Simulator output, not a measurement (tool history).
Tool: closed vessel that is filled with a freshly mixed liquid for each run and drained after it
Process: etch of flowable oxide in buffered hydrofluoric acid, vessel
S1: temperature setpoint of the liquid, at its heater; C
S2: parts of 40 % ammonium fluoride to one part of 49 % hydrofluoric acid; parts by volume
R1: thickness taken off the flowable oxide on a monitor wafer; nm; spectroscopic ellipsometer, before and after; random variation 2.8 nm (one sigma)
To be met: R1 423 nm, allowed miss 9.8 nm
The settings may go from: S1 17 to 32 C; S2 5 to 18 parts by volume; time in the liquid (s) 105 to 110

Run 1, hour 0: S1 24 C, S2 11 parts by volume, time in the liquid (s) 105. Result: R1 201.89 nm.
Run 2, hour 4.4: S1 24 C, S2 11 parts by volume, time in the liquid (s) 105. Result: R1 204.11 nm.
Run 3, hour 10.8: S1 25.5 C, S2 10 parts by volume, time in the liquid (s) 105. Result: R1 241.34 nm.
Run 4, hour 12.1: S1 25.5 C, S2 10 parts by volume, time in the liquid (s) 110. Result: R1 252.93 nm.
Run 5, hour 18.3: S1 25.5 C, S2 13 parts by volume, time in the liquid (s) 110. Result: R1 195.16 nm.
Run 6, hour 24: S1 25.5 C, S2 15.5 parts by volume, time in the liquid (s) 110. Result: R1 164.71 nm.
Run 7, hour 27.7: S1 27 C, S2 14 parts by volume, time in the liquid (s) 110. Result: R1 195.85 nm.
Run 8, hour 36.3: S1 28 C, S2 12.5 parts by volume, time in the liquid (s) 110. Result: R1 229.86 nm.
Run 9, hour 38.5: S1 29 C, S2 11.5 parts by volume, time in the liquid (s) 110. Result: R1 265.78 nm.
Run 10, hour 47.7: S1 32 C, S2 8 parts by volume, time in the liquid (s) 110. Result: R1 433.4 nm.
At hour 56.3: thermometer replaced.
Run 11, hour 56.3: S1 31.5 C, S2 8 parts by volume, time in the liquid (s) 110. Result: R1 476.31 nm.
Run 12, hour 58.3: S1 31 C, S2 8 parts by volume, time in the liquid (s) 110. Result: R1 463.12 nm.

4 next moves are on the table. One of them brings every result within its allowed miss. Which?
Run A, hour 60.3: S1 30 C, S2 8 parts by volume, time in the liquid (s) 105. Result: R1 ?.
Run B, hour 60.3: S1 32 C, S2 9.5 parts by volume, time in the liquid (s) 105. Result: R1 ?.
Run C, hour 60.3: S1 30 C, S2 7.5 parts by volume, time in the liquid (s) 105. Result: R1 ?.
Run D, hour 60.3: S1 31 C, S2 9 parts by volume, time in the liquid (s) 105. Result: R1 ?.

move      R1
   A  423.63
   B  400.04
   C  454.22
   D  392.88
A: meets every target
B: takes the result that was furthest off past its target
C: nearer than the last run, and not there yet
D: takes the result that was furthest off past its target
The right move is A.

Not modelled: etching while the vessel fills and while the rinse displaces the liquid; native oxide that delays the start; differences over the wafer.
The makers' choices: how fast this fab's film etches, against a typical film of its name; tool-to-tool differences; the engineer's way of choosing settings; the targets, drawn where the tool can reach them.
